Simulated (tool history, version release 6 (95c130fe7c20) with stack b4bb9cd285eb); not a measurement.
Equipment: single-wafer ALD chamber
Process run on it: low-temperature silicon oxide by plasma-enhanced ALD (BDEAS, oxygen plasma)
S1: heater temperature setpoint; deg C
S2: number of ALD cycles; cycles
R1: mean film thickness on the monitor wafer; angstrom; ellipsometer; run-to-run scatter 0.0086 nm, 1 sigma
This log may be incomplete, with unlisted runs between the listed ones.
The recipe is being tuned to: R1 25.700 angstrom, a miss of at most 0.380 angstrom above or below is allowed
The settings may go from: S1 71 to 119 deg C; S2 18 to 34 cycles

Run 1, hour 0.0: S1 95 deg C, S2 26 cycles. Result: R1 36.192 angstrom.
Run 2, hour 3.5: S1 99 deg C, S2 24 cycles. Result: R1 33.003 angstrom.
Run 3, hour 4.9: S1 99 deg C, S2 21 cycles. Result: R1 29.102 angstrom.
Run 4, hour 5.8: S1 102 deg C, S2 21 cycles. Result: R1 28.943 angstrom.
Run 5, hour 10.9: S1 108 deg C, S2 21 cycles. Result: R1 28.421 angstrom.
Run 6, hour 16.7: S1 110 deg C, S2 21 cycles. Result: R1 28.525 angstrom.
Run 7, hour 20.5: S1 111 deg C, S2 20 cycles. Result: R1 26.961 angstrom.
Run 8, hour 25.9: S1 112 deg C, S2 20 cycles. Result: R1 27.159 angstrom.
Run 9, hour 29.2: S1 113 deg C, S2 20 cycles. Result: R1 26.859 angstrom.
Run 10, hour 36.4: S1 114 deg C, S2 20 cycles. Result: R1 26.890 angstrom.
Run 11, hour 39.8: S1 114 deg C, S2 20 cycles. Result: R1 27.113 angstrom.

5 candidate next runs follow, results not yet known. Just one meets every target within its allowed miss. Identify it.
Run A, hour 43.2: S1 106 deg C, S2 18 cycles. Result: R1 ?.
Run B, hour 43.2: S1 108 deg C, S2 19 cycles. Result: R1 ?.
Run C, hour 43.2: S1 115 deg C, S2 20 cycles. Result: R1 ?.
Run D, hour 43.2: S1 118 deg C, S2 21 cycles. Result: R1 ?.
Run E, hour 43.2: S1 112 deg C, S2 20 cycles. Result: R1 ?.

move      R1
   A  24.450
   B  25.726
   C  26.775
   D  27.977
   E  26.906
A: carries the result that was furthest off beyond its target, to the other side
B: meets every target
C: an improvement on the last run, though not all results are within tolerance
D: misses by more than the last run did
E: an improvement on the last run, though not all results are within tolerance
The move that meets every target is B.

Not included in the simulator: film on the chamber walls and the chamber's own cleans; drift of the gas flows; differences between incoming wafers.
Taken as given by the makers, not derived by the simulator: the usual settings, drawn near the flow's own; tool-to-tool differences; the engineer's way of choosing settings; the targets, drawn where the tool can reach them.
